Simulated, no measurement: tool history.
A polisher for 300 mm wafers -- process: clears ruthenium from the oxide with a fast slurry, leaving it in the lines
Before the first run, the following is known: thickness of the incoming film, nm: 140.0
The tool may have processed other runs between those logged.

run	hour	flow of slurry (ml/min)	pressure of the wafer on the pad (kPa)	speed of the pad under the wafer (m/s)	abrasive content of the slurry	overpolish time after the end point (s)	time until the end point was called (s)	dishing of a wide line in a test structure (angstrom)
1	0.0	240	20.7	1.22	1.0	22	25.653	890.26
2	6.8	240	19.3	1.22	1.0	21	27.908	807.00
3	11.5	240	19.3	1.22	1.0	14	27.500	561.71
4	13.8	240	19.3	1.08	1.0	14	30.841	506.78
5	21.5	235	18.6	1.08	1.0	15	32.392	533.13
6	25.6	235	18.6	1.36	1.0	15	25.782	632.78

Run 7 comes next. What will it give?
7	28.6	230	17.2	1.36	1.0	16	?	?

Run 7 produced time until the end point was called (s) 27.962, dishing of a wide line in a test structure (angstrom) 647.32.
